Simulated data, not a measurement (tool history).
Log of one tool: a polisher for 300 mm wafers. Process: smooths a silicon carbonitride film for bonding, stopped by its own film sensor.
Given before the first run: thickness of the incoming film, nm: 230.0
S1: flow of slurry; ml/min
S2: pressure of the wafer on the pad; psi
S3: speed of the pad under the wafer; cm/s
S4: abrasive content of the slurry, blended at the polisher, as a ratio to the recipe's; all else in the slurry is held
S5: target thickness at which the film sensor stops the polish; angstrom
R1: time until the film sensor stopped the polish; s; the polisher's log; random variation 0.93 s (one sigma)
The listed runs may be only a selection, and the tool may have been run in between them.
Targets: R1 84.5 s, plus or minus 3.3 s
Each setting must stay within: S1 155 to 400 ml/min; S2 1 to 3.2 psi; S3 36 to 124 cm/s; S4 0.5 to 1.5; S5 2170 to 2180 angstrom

run,day,S1,S2,S3,S4,S5,R1
1,0,255,2.1,80,1,2170,54.823
2,0.217,255,2.1,80,1,2180,50.956
3,0.321,255,2.1,80,0.85,2180,53.801
4,0.4,255,2.1,80,0.95,2180,52.5
5,0.492,295,2.1,80,0.95,2180,51.307
6,0.75,295,1.9,80,0.95,2180,56.826
7,0.988,295,1.7,80,0.95,2180,63.553
8,1.017,295,1.6,80,0.95,2180,66.764
9,1.225,295,1.5,80,0.95,2180,70.949
10,1.388,295,1.1,80,0.95,2180,96.381
11,1.462,310,1.1,80,0.95,2180,95.502

Consider the 4 candidate settings below. Which is the only one whose results all fall within their allowed miss of target?
A,1.538,320,1.1,80,1,2180,?
B,1.538,300,1.2,78,1.1,2180,?
C,1.538,310,1.2,84,0.95,2170,?
D,1.538,310,1.3,68,0.95,2180,?

move,R1
A,93.89
B,86.17
C,91.81
D,92.967
A: an improvement on the last run, though not all results are within tolerance
B: in spec on every target
C: an improvement on the last run, though not all results are within tolerance
D: an improvement on the last run, though not all results are within tolerance
Move B is the one to make.

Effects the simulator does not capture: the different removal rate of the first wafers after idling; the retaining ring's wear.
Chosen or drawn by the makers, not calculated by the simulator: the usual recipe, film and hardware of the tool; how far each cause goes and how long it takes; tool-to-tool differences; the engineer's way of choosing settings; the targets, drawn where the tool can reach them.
